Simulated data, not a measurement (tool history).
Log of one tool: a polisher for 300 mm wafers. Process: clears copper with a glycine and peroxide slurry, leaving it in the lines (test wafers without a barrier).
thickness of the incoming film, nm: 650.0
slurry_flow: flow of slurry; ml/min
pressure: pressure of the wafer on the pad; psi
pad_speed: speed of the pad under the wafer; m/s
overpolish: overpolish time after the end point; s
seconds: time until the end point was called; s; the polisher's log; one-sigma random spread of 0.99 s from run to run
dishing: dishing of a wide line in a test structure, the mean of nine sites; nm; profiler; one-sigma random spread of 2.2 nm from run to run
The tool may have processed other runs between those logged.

| run | hour | slurry_flow | pressure | pad_speed | overpolish | seconds | dishing |
|---|---|---|---|---|---|---|---|
| 1 | 0.0 | 140 | 2.8 | 1.18 | 29 | 121.10 | 91.355 |
| 2 | 6.9 | 140 | 2.8 | 0.90 | 29 | 153.39 | 77.680 |
| 3 | 12.3 | 140 | 2.8 | 0.90 | 18 | 152.15 | 55.437 |
| 4 | 19.5 | 140 | 2.8 | 1.18 | 18 | 120.26 | 64.953 |
| 5 | 20.3 | 140 | 2.9 | 1.18 | 25 | 117.97 | 84.381 |
| 6 | 22.0 | 115 | 2.9 | 1.18 | 25 | 121.31 | 84.724 |
| 7 | 23.5 | 110 | 3.0 | 1.18 | 28 | 120.50 | 88.887 |
| 8 | 27.2 | 120 | 3.0 | 1.18 | 32 | 118.75 | 103.420 |
| 9 | 31.1 | 120 | 3.0 | 1.18 | 32 | 120.25 | 99.064 |
| 10 | 38.2 | 125 | 3.1 | 1.18 | 35 | 116.49 | 107.780 |
| 11 | 40.7 | 125 | 3.1 | 1.18 | 37 | 115.80 | 110.990 |
| 12 | 44.3 | 125 | 3.1 | 1.18 | 39 | 116.91 | 111.970 |
| 13 | 45.6 | 125 | 3.1 | 1.18 | 41 | 116.61 | 116.290 |
| 14 | 51.9 | 125 | 3.1 | 1.18 | 43 | 116.72 | 119.500 |

Forecast run 15:
| 15 | 58.3 | 125 | 3.1 | 1.18 | 44 | ? | ? |

seconds: 116.00 s
dishing: 122.290 nm
